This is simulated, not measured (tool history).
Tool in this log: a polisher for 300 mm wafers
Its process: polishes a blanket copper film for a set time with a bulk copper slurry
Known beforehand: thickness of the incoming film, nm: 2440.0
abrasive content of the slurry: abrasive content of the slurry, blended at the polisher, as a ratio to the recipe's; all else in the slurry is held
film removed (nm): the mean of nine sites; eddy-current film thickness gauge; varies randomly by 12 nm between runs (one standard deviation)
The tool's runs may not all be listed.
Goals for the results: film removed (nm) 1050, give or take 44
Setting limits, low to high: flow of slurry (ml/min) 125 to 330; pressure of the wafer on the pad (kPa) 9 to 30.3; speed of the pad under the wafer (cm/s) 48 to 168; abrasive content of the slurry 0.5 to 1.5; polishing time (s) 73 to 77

run,day,flow of slurry (ml/min),pressure of the wafer on the pad (kPa),speed of the pad under the wafer (cm/s),abrasive content of the slurry,polishing time (s),film removed (nm)
1,0,210,19.3,108,1,73,675.56
2,0.354,210,19.3,108,1,77,687.11
3,0.7,210,21.4,108,1,77,749.64
4,0.833,210,23.4,108,1,77,798.99
5,0.912,210,23.4,108,1.2,77,854.69
6,0.992,245,23.4,108,1.2,77,872.86
7,1.104,245,24.8,108,1.2,77,896.51
8,1.233,245,25.5,108,1.2,77,912.92
9,1.292,245,26.2,108,1.2,77,928.77
10,1.558,245,26.9,108,1.2,77,930.4
11,1.688,245,27.6,110,1.2,77,979.28

Which one of the following 5 next-run settings gets every result inside its allowed miss? There is exactly one.
A,1.817,185,30.3,116,1.15,77,?
B,1.817,270,30.3,108,1.05,73,?
C,1.817,235,25.5,112,1.2,74,?
D,1.817,240,18.6,148,1.1,77,?
E,1.817,225,30.3,120,1.3,77,?

move,film removed (nm)
A,1024.8
B,924.59
C,883.79
D,946.22
E,1122.7
A: all results in spec
B: the biggest miss grows against the last run
C: the biggest miss grows against the last run
D: the biggest miss grows against the last run
E: the result that was furthest off in the last run now lies on the other side of its target
So the answer is move A, the one that meets all the targets.
